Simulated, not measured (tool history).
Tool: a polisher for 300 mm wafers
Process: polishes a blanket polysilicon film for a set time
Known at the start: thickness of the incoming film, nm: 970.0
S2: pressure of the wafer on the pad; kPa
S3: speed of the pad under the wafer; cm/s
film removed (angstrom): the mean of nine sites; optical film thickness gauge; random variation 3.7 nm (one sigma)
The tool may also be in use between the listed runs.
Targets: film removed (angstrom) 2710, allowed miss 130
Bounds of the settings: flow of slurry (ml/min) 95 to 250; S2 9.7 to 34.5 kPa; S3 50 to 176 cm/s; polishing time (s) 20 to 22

{"run": 1, "day": 0.0, "flow of slurry (ml/min)": 160, "S2": 22.1, "S3": 112, "polishing time (s)": 22, "film removed (angstrom)": 2161.8}
{"run": 2, "day": 0.246, "flow of slurry (ml/min)": 160, "S2": 23.4, "S3": 112, "polishing time (s)": 22, "film removed (angstrom)": 2335.8}
{"run": 3, "day": 0.404, "flow of slurry (ml/min)": 160, "S2": 24.1, "S3": 112, "polishing time (s)": 22, "film removed (angstrom)": 2399.4}
{"run": 4, "day": 0.625, "flow of slurry (ml/min)": 160, "S2": 24.8, "S3": 112, "polishing time (s)": 22, "film removed (angstrom)": 2457.5}
{"run": 5, "day": 0.662, "flow of slurry (ml/min)": 160, "S2": 24.8, "S3": 98, "polishing time (s)": 22, "film removed (angstrom)": 2204.9}
{"run": 6, "day": 0.912, "flow of slurry (ml/min)": 160, "S2": 21.4, "S3": 98, "polishing time (s)": 22, "film removed (angstrom)": 1890}
{"day": 1.121, "done": "head pressure recalibrated"}
{"run": 7, "day": 1.121, "flow of slurry (ml/min)": 165, "S2": 27.6, "S3": 102, "polishing time (s)": 22, "film removed (angstrom)": 2351.8}
{"run": 8, "day": 1.492, "flow of slurry (ml/min)": 165, "S2": 29, "S3": 102, "polishing time (s)": 22, "film removed (angstrom)": 2558.3}
{"run": 9, "day": 1.638, "flow of slurry (ml/min)": 165, "S2": 29.6, "S3": 102, "polishing time (s)": 22, "film removed (angstrom)": 2479.2}

4 next moves are on the table. One of them brings every result within its allowed miss. Which?
{"run": "A", "day": 1.783, "flow of slurry (ml/min)": 140, "S2": 30.3, "S3": 92, "polishing time (s)": 22, "film removed (angstrom)": "?"}
{"run": "B", "day": 1.783, "flow of slurry (ml/min)": 145, "S2": 31, "S3": 104, "polishing time (s)": 22, "film removed (angstrom)": "?"}
{"run": "C", "day": 1.783, "flow of slurry (ml/min)": 180, "S2": 33.1, "S3": 92, "polishing time (s)": 20, "film removed (angstrom)": "?"}
{"run": "D", "day": 1.783, "flow of slurry (ml/min)": 155, "S2": 28.3, "S3": 94, "polishing time (s)": 22, "film removed (angstrom)": "?"}

move=A film_removed_(angstrom)=2315.5
move=B film_removed_(angstrom)=2638
move=C film_removed_(angstrom)=2363.5
move=D film_removed_(angstrom)=2228.9
A: further off than the last run
B: meets every target
C: further off than the last run
D: further off than the last run
Answer: B

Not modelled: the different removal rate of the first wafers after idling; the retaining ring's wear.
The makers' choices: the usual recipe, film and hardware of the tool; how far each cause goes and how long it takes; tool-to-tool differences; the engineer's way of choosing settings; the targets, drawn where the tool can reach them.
